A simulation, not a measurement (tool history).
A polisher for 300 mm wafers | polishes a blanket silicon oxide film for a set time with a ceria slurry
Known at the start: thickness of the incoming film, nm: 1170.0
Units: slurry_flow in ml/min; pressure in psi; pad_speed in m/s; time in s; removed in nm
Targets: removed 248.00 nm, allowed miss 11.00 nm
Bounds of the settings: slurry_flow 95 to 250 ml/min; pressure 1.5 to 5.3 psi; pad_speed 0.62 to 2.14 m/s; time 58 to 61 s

run	hour	slurry_flow	pressure	pad_speed	time	removed
1	0.0	160	3.4	1.38	58	315.24
2	3.2	160	3.2	1.38	58	300.85
3	8.8	145	3.2	1.38	58	295.55
4	17.0	130	3.2	1.38	58	294.82
5	22.3	130	3.2	1.64	58	342.83
6	27.4	130	3.2	1.64	61	369.62
7	36.0	130	2.8	1.62	61	326.45
8	39.0	130	2.5	1.60	61	283.65
9	45.3	130	2.4	1.60	61	271.73
10	52.7	130	2.3	1.60	61	269.03

Which of these 5 next moves meets every target?
A	60.1	95	2.4	1.32	61	?
B	60.1	95	2.7	1.18	61	?
C	60.1	95	1.7	1.80	61	?
D	60.1	110	2.0	1.74	61	?
E	60.1	115	1.9	1.60	61	?

move	removed
A	223.96
B	223.33
C	224.16
D	253.41
E	224.39
A: takes the result that was furthest off past its target
B: takes the result that was furthest off past its target
C: takes the result that was furthest off past its target
D: meets every target
E: takes the result that was furthest off past its target
Answer: D

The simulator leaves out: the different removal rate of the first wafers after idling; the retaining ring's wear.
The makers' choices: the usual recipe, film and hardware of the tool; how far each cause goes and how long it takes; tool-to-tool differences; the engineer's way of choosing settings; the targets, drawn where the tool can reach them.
